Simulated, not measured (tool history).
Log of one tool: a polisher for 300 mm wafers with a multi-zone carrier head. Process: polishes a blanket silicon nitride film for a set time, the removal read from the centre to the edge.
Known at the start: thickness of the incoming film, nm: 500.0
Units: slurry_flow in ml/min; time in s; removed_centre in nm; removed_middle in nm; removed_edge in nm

run 1 day=0 | slurry_flow=260 centre_zone=1 middle_zone=1 edge_zone=1 time=72 | removed_centre=169.17 removed_middle=167.48 removed_edge=171
run 2 day=0.192 | slurry_flow=260 centre_zone=1 middle_zone=1 edge_zone=0.94 time=72 | removed_centre=168.23 removed_middle=167.13 removed_edge=166.76
run 3 day=0.346 | slurry_flow=260 centre_zone=0.93 middle_zone=1 edge_zone=0.94 time=72 | removed_centre=156.14 removed_middle=167.15 removed_edge=168.65
run 4 day=0.442 | slurry_flow=260 centre_zone=0.93 middle_zone=1 edge_zone=0.91 time=72 | removed_centre=156.02 removed_middle=166.65 removed_edge=164.06
run 5 day=0.692 | slurry_flow=270 centre_zone=0.96 middle_zone=1 edge_zone=0.97 time=74 | removed_centre=166.87 removed_middle=172.27 removed_edge=174.61
run 6 day=0.996 | slurry_flow=270 centre_zone=0.96 middle_zone=1 edge_zone=0.92 time=74 | removed_centre=167.48 removed_middle=174.93 removed_edge=168.07
run 7 day=1.112 | slurry_flow=280 centre_zone=0.98 middle_zone=1 edge_zone=0.98 time=76 | removed_centre=176.26 removed_middle=178.27 removed_edge=179
run 8 day=1.325 | slurry_flow=270 centre_zone=0.99 middle_zone=1 edge_zone=1.02 time=78 | removed_centre=182.32 removed_middle=179.71 removed_edge=190.49

Run 9 comes next. What will it give?
run 9 day=1.458 | slurry_flow=285 centre_zone=1 middle_zone=1.01 edge_zone=1.05 time=79 | removed_centre=? removed_middle=? removed_edge=?

{"run 9": {"removed_centre": 187.3, "removed_middle": 187.34, "removed_edge": 195.39}}

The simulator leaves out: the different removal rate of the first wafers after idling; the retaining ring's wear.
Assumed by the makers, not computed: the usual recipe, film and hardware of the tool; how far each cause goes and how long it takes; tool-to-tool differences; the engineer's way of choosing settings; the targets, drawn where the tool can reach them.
